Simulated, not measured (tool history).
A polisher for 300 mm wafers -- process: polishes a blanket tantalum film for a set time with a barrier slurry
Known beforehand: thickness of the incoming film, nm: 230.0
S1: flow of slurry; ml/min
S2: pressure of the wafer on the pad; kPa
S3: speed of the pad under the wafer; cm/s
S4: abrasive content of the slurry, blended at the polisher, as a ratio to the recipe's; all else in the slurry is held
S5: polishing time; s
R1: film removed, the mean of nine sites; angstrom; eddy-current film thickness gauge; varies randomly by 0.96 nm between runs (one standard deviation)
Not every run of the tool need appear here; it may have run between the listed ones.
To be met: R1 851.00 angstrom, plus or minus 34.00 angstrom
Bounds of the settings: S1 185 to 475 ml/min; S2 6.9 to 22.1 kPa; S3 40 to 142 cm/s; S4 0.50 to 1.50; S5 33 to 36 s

| run | day | S1 | S2 | S3 | S4 | S5 | R1 |
|---|---|---|---|---|---|---|---|
| 1 | 0.000 | 305 | 14.5 | 90 | 1.00 | 36 | 426.19 |
| 2 | 0.321 | 305 | 15.9 | 92 | 1.00 | 36 | 465.07 |
| 3 | 0.662 | 305 | 15.9 | 92 | 1.15 | 36 | 492.08 |
| 4 | 1.025 | 305 | 16.5 | 94 | 1.15 | 36 | 519.98 |
|  | 1.396 | slurry blender recalibrated |
| 5 | 1.396 | 305 | 17.2 | 96 | 1.15 | 36 | 577.72 |
| 6 | 1.633 | 305 | 17.9 | 96 | 1.15 | 36 | 594.74 |
| 7 | 1.738 | 305 | 18.6 | 98 | 1.15 | 36 | 622.61 |
| 8 | 1.867 | 305 | 19.3 | 100 | 1.15 | 36 | 656.30 |
| 9 | 2.158 | 305 | 22.1 | 110 | 1.15 | 36 | 760.80 |
| 10 | 2.421 | 305 | 22.1 | 112 | 1.15 | 36 | 792.70 |
| 11 | 2.792 | 305 | 22.1 | 114 | 1.15 | 36 | 793.72 |
| 12 | 3.104 | 305 | 22.1 | 116 | 1.15 | 36 | 807.46 |

Pick the move, out of 4, that brings all results within their allowed miss; only one does.
| A | 3.417 | 280 | 22.1 | 120 | 1.15 | 34 | ? |
| B | 3.417 | 355 | 21.4 | 142 | 0.95 | 35 | ? |
| C | 3.417 | 290 | 22.1 | 118 | 1.05 | 35 | ? |
| D | 3.417 | 215 | 21.4 | 140 | 0.75 | 34 | ? |

| move | R1 |
|---|---|
| A | 779.18 |
| B | 849.05 |
| C | 771.66 |
| D | 706.29 |
A: moves away from the targets compared with the last run
B: every result lands within tolerance
C: moves away from the targets compared with the last run
D: moves away from the targets compared with the last run
Correct choice: B, which meets every target
